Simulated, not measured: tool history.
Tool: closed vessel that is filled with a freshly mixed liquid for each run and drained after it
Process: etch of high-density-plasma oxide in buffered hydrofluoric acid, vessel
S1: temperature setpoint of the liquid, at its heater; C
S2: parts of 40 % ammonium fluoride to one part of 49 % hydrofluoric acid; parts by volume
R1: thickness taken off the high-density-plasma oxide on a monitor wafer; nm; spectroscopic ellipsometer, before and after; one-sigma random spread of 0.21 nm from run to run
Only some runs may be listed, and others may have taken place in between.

Run 1, day 0: S1 25 C, S2 17.5 parts by volume, time in the liquid (s) 30. Result: R1 30.839 nm.
Run 2, day 0.267: S1 25 C, S2 22.5 parts by volume, time in the liquid (s) 30. Result: R1 24.792 nm.
Run 3, day 0.446: S1 27 C, S2 22.5 parts by volume, time in the liquid (s) 30. Result: R1 27.505 nm.
Run 4, day 0.7: S1 28.5 C, S2 22 parts by volume, time in the liquid (s) 30. Result: R1 30.588 nm.
Run 5, day 0.896: S1 28.5 C, S2 27 parts by volume, time in the liquid (s) 30. Result: R1 26.294 nm.
Run 6, day 1.092: S1 30 C, S2 27 parts by volume, time in the liquid (s) 30. Result: R1 28.118 nm.

Predict the results of run 7:
Run 7, day 1.362: S1 30.5 C, S2 25.5 parts by volume, time in the liquid (s) 30. Result: R1 ?.

R1: 30.502 nm
